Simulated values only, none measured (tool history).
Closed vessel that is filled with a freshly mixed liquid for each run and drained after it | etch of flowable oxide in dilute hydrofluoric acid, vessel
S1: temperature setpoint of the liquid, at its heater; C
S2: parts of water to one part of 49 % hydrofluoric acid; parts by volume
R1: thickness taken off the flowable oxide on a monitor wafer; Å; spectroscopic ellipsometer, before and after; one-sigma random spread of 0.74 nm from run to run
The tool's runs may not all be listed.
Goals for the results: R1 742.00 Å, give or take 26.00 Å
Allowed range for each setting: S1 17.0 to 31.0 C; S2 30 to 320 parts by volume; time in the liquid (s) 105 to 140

run 1 hour=0.0 | S1=23.0 S2=175 time_in_the_liquid_(s)=140 | R1=237.18
run 2 hour=2.1 | S1=23.0 S2=175 time_in_the_liquid_(s)=105 | R1=179.95
run 3 hour=9.2 | S1=23.0 S2=175 time_in_the_liquid_(s)=105 | R1=179.74
run 4 hour=15.8 | S1=23.0 S2=130 time_in_the_liquid_(s)=105 | R1=252.21
run 5 hour=22.6 | S1=25.5 S2=130 time_in_the_liquid_(s)=105 | R1=281.88
run 6 hour=31.2 | S1=25.5 S2=130 time_in_the_liquid_(s)=140 | R1=378.15
run 7 hour=33.4 | S1=25.5 S2=130 time_in_the_liquid_(s)=140 | R1=370.63
-- hour=37.6 hydrofluoric acid flow meter replaced
run 8 hour=37.6 | S1=27.0 S2=115 time_in_the_liquid_(s)=140 | R1=492.45
run 9 hour=38.7 | S1=28.0 S2=115 time_in_the_liquid_(s)=140 | R1=509.04
run 10 hour=39.7 | S1=29.0 S2=110 time_in_the_liquid_(s)=140 | R1=547.15
run 11 hour=46.2 | S1=29.5 S2=105 time_in_the_liquid_(s)=140 | R1=606.18
run 12 hour=49.6 | S1=30.0 S2=100 time_in_the_liquid_(s)=140 | R1=656.22
run 13 hour=54.4 | S1=30.5 S2=100 time_in_the_liquid_(s)=140 | R1=647.62
run 14 hour=57.6 | S1=30.5 S2=95 time_in_the_liquid_(s)=140 | R1=696.93
run 15 hour=60.3 | S1=31.0 S2=95 time_in_the_liquid_(s)=140 | R1=708.05

Pick the move, out of 5, that brings all results within their allowed miss; only one does.
run A hour=63.0 | S1=30.0 S2=85 time_in_the_liquid_(s)=135 | R1=?
run B hour=63.0 | S1=31.0 S2=90 time_in_the_liquid_(s)=115 | R1=?
run C hour=63.0 | S1=29.5 S2=90 time_in_the_liquid_(s)=130 | R1=?
run D hour=63.0 | S1=30.5 S2=100 time_in_the_liquid_(s)=140 | R1=?
run E hour=63.0 | S1=30.5 S2=80 time_in_the_liquid_(s)=110 | R1=?

move=A R1=752.01
move=B R1=623.71
move=C R1=666.26
move=D R1=661.05
move=E R1=668.40
A: each result inside its tolerance
B: lands further from the targets than the last run did
C: lands further from the targets than the last run did
D: lands further from the targets than the last run did
E: lands further from the targets than the last run did
A is the move that brings every result within its allowed miss.
